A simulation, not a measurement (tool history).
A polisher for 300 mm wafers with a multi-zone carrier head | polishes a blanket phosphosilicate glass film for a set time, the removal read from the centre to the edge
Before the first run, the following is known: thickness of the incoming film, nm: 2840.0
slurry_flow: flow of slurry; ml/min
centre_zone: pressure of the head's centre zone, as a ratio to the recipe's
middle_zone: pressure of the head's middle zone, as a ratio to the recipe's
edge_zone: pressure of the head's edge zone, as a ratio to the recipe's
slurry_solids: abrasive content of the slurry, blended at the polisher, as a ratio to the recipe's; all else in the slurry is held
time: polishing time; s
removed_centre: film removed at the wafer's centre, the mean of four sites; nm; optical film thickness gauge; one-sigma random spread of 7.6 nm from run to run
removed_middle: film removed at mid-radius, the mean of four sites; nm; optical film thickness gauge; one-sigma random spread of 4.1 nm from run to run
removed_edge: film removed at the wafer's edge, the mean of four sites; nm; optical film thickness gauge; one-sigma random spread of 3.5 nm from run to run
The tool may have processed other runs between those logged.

| run | hour | slurry_flow | centre_zone | middle_zone | edge_zone | slurry_solids | time | removed_centre | removed_middle | removed_edge |
|---|---|---|---|---|---|---|---|---|---|---|
| 1 | 0 | 300 | 1 | 1 | 1 | 1 | 33 | 344.34 | 344.65 | 355.61 |
| 2 | 3.9 | 300 | 1.06 | 1 | 1 | 1 | 33 | 363.15 | 345.26 | 353.32 |
| 3 | 8.3 | 300 | 1.06 | 1 | 1 | 1 | 30 | 327.56 | 314.59 | 323.6 |
| 4 | 9.3 | 315 | 1.09 | 0.99 | 1 | 1.1 | 31 | 369.97 | 337.46 | 350.04 |
| 5 | 14 | 330 | 1.11 | 0.99 | 1.01 | 1.2 | 32 | 408.35 | 359.61 | 381.02 |
| 6 | 15.2 | 345 | 1.13 | 0.99 | 1.01 | 1.25 | 33 | 442.43 | 382.21 | 395.93 |
| 7 | 16.1 | 350 | 1.14 | 0.99 | 1.02 | 1.3 | 34 | 459.33 | 398.88 | 414.47 |
| 8 | 24 | 355 | 1.15 | 0.98 | 1.02 | 1.35 | 35 | 479.02 | 410.79 | 439.98 |

Run 9 has not been measured yet. What should we expect?
| 9 | 30.4 | 355 | 1.15 | 0.98 | 1.02 | 1.35 | 35 | ? | ? | ? |

Run 9 gave removed_centre 485.36 nm, removed_middle 423.22 nm, removed_edge 432.64 nm.

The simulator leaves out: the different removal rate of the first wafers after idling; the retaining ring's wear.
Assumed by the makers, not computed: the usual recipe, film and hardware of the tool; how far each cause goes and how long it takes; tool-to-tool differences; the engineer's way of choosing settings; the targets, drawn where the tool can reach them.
